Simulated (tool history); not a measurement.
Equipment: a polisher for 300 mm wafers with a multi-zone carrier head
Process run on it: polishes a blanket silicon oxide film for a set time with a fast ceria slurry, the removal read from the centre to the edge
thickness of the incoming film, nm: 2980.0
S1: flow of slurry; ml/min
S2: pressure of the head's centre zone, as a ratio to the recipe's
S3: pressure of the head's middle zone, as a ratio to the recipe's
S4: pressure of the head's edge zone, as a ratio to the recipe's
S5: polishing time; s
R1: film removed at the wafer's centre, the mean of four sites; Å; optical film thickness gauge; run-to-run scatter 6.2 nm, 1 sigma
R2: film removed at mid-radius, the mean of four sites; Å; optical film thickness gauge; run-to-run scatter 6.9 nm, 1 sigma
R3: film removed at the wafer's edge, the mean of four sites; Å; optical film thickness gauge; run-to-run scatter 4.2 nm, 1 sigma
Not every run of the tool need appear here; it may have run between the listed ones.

run 1 hour=0.0 | S1=290 S2=1.00 S3=1.00 S4=1.00 S5=43 | R1=5522.9 R2=5413.4 R3=5552.0
run 2 hour=2.1 | S1=290 S2=1.00 S3=1.00 S4=0.93 S5=43 | R1=5486.5 R2=5479.4 R3=5503.0
run 3 hour=3.1 | S1=285 S2=0.95 S3=1.03 S4=0.92 S5=42 | R1=5088.1 R2=5531.4 R3=5284.4
run 4 hour=5.5 | S1=280 S2=0.91 S3=1.03 S4=0.92 S5=42 | R1=4843.7 R2=5504.0 R3=5300.5
run 5 hour=7.1 | S1=280 S2=0.91 S3=0.99 S4=0.92 S5=42 | R1=4895.9 R2=5318.6 R3=5249.1
run 6 hour=15.4 | S1=280 S2=0.91 S3=0.99 S4=0.99 S5=42 | R1=4865.7 R2=5208.6 R3=5392.2
run 7 hour=23.6 | S1=280 S2=0.89 S3=1.02 S4=0.97 S5=42 | R1=4722.8 R2=5412.8 R3=5391.8

Expected results for the next run?
run 8 hour=30.3 | S1=275 S2=0.88 S3=1.03 S4=0.95 S5=42 | R1=? R2=? R3=?

Logged for run 8: R1 4771.0 Å, R2 5499.8 Å, R3 5338.4 Å.
